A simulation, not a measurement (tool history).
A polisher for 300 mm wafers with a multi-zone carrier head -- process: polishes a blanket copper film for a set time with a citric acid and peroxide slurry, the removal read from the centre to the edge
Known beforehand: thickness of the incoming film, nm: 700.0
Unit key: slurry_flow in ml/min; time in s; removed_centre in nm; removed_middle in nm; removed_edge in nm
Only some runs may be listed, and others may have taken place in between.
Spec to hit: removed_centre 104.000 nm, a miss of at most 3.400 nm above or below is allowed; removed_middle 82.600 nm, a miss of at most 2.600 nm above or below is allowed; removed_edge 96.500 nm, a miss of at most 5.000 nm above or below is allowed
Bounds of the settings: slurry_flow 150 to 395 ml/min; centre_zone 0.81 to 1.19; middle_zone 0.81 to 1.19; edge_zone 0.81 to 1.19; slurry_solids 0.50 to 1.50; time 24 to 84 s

Run 1, hour 0.0: slurry_flow 250 ml/min, centre_zone 1.00, middle_zone 1.00, edge_zone 1.00, slurry_solids 1.00, time 54 s. Result: removed_centre 107.630 nm, removed_middle 106.220 nm, removed_edge 103.310 nm.
Run 2, hour 8.2: slurry_flow 245 ml/min, centre_zone 1.01, middle_zone 0.97, edge_zone 1.00, slurry_solids 0.95, time 54 s. Result: removed_centre 106.850 nm, removed_middle 100.770 nm, removed_edge 105.130 nm.
Run 3, hour 9.9: slurry_flow 245 ml/min, centre_zone 0.92, middle_zone 0.97, edge_zone 1.00, slurry_solids 0.95, time 54 s. Result: removed_centre 100.780 nm, removed_middle 100.430 nm, removed_edge 106.930 nm.
Run 4, hour 16.0: slurry_flow 245 ml/min, centre_zone 0.92, middle_zone 0.97, edge_zone 1.00, slurry_solids 0.95, time 42 s. Result: removed_centre 77.710 nm, removed_middle 79.268 nm, removed_edge 80.848 nm.
Run 5, hour 17.2: slurry_flow 250 ml/min, centre_zone 0.95, middle_zone 0.95, edge_zone 1.02, slurry_solids 1.00, time 43 s. Result: removed_centre 82.614 nm, removed_middle 78.641 nm, removed_edge 87.706 nm.
Run 6, hour 21.4: slurry_flow 260 ml/min, centre_zone 0.99, middle_zone 0.95, edge_zone 1.02, slurry_solids 1.05, time 43 s. Result: removed_centre 88.607 nm, removed_middle 81.180 nm, removed_edge 88.236 nm.
Run 7, hour 26.0: slurry_flow 275 ml/min, centre_zone 1.01, middle_zone 0.94, edge_zone 1.03, slurry_solids 1.05, time 43 s. Result: removed_centre 90.912 nm, removed_middle 82.714 nm, removed_edge 87.382 nm.
Run 8, hour 28.6: slurry_flow 280 ml/min, centre_zone 1.02, middle_zone 0.93, edge_zone 1.04, slurry_solids 1.10, time 43 s. Result: removed_centre 91.581 nm, removed_middle 81.496 nm, removed_edge 91.652 nm.
Run 9, hour 34.4: slurry_flow 290 ml/min, centre_zone 1.04, middle_zone 0.92, edge_zone 1.04, slurry_solids 1.10, time 43 s. Result: removed_centre 94.659 nm, removed_middle 80.460 nm, removed_edge 89.981 nm.
Run 10, hour 41.0: slurry_flow 295 ml/min, centre_zone 1.05, middle_zone 0.92, edge_zone 1.05, slurry_solids 1.10, time 43 s. Result: removed_centre 95.581 nm, removed_middle 81.623 nm, removed_edge 91.577 nm.
Run 11, hour 45.8: slurry_flow 300 ml/min, centre_zone 1.06, middle_zone 0.92, edge_zone 1.06, slurry_solids 1.10, time 43 s. Result: removed_centre 97.313 nm, removed_middle 81.744 nm, removed_edge 88.975 nm.
Run 12, hour 47.7: slurry_flow 300 ml/min, centre_zone 1.06, middle_zone 0.91, edge_zone 1.06, slurry_solids 1.15, time 43 s. Result: removed_centre 97.579 nm, removed_middle 81.615 nm, removed_edge 91.753 nm.
Run 13, hour 53.7: slurry_flow 300 ml/min, centre_zone 1.07, middle_zone 0.91, edge_zone 1.06, slurry_solids 1.15, time 43 s. Result: removed_centre 97.564 nm, removed_middle 82.095 nm, removed_edge 90.791 nm.
Run 14, hour 62.3: slurry_flow 305 ml/min, centre_zone 1.07, middle_zone 0.90, edge_zone 1.07, slurry_solids 1.15, time 43 s. Result: removed_centre 98.969 nm, removed_middle 81.086 nm, removed_edge 93.885 nm.
Run 15, hour 69.5: slurry_flow 310 ml/min, centre_zone 1.08, middle_zone 0.90, edge_zone 1.07, slurry_solids 1.15, time 43 s. Result: removed_centre 99.046 nm, removed_middle 80.830 nm, removed_edge 92.657 nm.
Run 16, hour 72.2: slurry_flow 310 ml/min, centre_zone 1.09, middle_zone 0.90, edge_zone 1.08, slurry_solids 1.15, time 43 s. Result: removed_centre 98.361 nm, removed_middle 80.788 nm, removed_edge 94.067 nm.

Which of these 5 next moves meets every target?
Run A, hour 74.9: slurry_flow 355 ml/min, centre_zone 1.09, middle_zone 0.88, edge_zone 1.08, slurry_solids 1.30, time 42 s. Result: removed_centre ?, removed_middle ?, removed_edge ?.
Run B, hour 74.9: slurry_flow 350 ml/min, centre_zone 1.07, middle_zone 1.03, edge_zone 1.05, slurry_solids 1.15, time 41 s. Result: removed_centre ?, removed_middle ?, removed_edge ?.
Run C, hour 74.9: slurry_flow 220 ml/min, centre_zone 0.96, middle_zone 0.94, edge_zone 1.17, slurry_solids 0.95, time 46 s. Result: removed_centre ?, removed_middle ?, removed_edge ?.
Run D, hour 74.9: slurry_flow 345 ml/min, centre_zone 1.19, middle_zone 0.88, edge_zone 0.99, slurry_solids 1.20, time 44 s. Result: removed_centre ?, removed_middle ?, removed_edge ?.
Run E, hour 74.9: slurry_flow 300 ml/min, centre_zone 1.03, middle_zone 0.98, edge_zone 1.15, slurry_solids 1.20, time 41 s. Result: removed_centre ?, removed_middle ?, removed_edge ?.

move  removed_centre  removed_middle  removed_edge
   A         104.880          82.351        95.375
   B          97.035          88.333        88.254
   C          87.675          82.056        94.847
   D         115.940          84.011        93.314
   E          93.397          84.546        92.620
A: meets every target
B: further off than the last run
C: further off than the last run
D: carries the result that was furthest off beyond its target, to the other side
E: further off than the last run
Correct choice: A, which meets every target

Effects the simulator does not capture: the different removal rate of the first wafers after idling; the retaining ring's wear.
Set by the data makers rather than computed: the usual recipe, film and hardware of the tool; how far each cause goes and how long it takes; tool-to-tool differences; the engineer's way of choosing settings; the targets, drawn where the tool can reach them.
